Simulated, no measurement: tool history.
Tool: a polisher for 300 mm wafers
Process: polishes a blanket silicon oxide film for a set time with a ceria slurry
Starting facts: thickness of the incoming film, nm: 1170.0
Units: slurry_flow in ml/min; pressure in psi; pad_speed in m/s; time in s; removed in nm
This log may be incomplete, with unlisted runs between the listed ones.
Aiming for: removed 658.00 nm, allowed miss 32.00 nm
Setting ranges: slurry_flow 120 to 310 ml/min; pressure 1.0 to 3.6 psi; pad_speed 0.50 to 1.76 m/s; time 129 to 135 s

| run | day | slurry_flow | pressure | pad_speed | time | removed |
|---|---|---|---|---|---|---|
| 1 | 0.000 | 200 | 2.3 | 1.12 | 129 | 488.30 |
| 2 | 0.367 | 200 | 2.5 | 1.12 | 129 | 546.55 |
| 3 | 0.662 | 200 | 2.6 | 1.12 | 129 | 564.28 |
| 4 | 0.808 | 200 | 2.6 | 1.00 | 129 | 510.33 |
| 5 | 0.962 | 200 | 2.6 | 1.00 | 135 | 521.49 |
| 6 | 1.042 | 215 | 2.6 | 1.00 | 135 | 541.84 |
| 7 | 1.142 | 220 | 2.7 | 1.00 | 135 | 561.52 |
| 8 | 1.221 | 220 | 2.8 | 1.00 | 135 | 579.19 |
| 9 | 1.292 | 220 | 2.9 | 1.00 | 135 | 590.65 |

Which single option among these 5 for the next run brings every result within its allowed miss of target? Just one does.
| A | 1.362 | 195 | 3.0 | 0.82 | 135 | ? |
| B | 1.362 | 185 | 3.0 | 0.94 | 129 | ? |
| C | 1.362 | 230 | 3.1 | 1.02 | 135 | ? |
| D | 1.362 | 190 | 2.7 | 1.08 | 135 | ? |
| E | 1.362 | 240 | 2.8 | 0.94 | 129 | ? |

| move | removed |
|---|---|
| A | 498.20 |
| B | 537.72 |
| C | 647.06 |
| D | 584.37 |
| E | 522.14 |
A: moves away from the targets compared with the last run
B: moves away from the targets compared with the last run
C: meets every target
D: moves away from the targets compared with the last run
E: moves away from the targets compared with the last run
So the answer is move C, the one that meets all the targets.
